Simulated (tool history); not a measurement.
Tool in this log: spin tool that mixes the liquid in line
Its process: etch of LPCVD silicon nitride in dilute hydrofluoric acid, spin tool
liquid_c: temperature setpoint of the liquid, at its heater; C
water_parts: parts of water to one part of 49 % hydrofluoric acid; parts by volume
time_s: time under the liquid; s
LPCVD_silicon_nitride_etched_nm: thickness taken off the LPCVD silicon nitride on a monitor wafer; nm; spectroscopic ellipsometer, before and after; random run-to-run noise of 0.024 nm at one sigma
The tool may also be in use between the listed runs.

run	hour	liquid_c	water_parts	time_s	LPCVD_silicon_nitride_etched_nm
1	0.0	25	220	290	0.81118
2	3.7	25	255	290	0.74041
3	11.0	25	285	290	0.69446
4	12.7	25	285	290	0.69016
5	21.5	25	245	290	0.71033
6	22.6	25	245	310	0.85825

Forecast run 7:
7	29.1	24	270	305	?

{"run 7": {"LPCVD_silicon_nitride_etched_nm": 0.70359}}
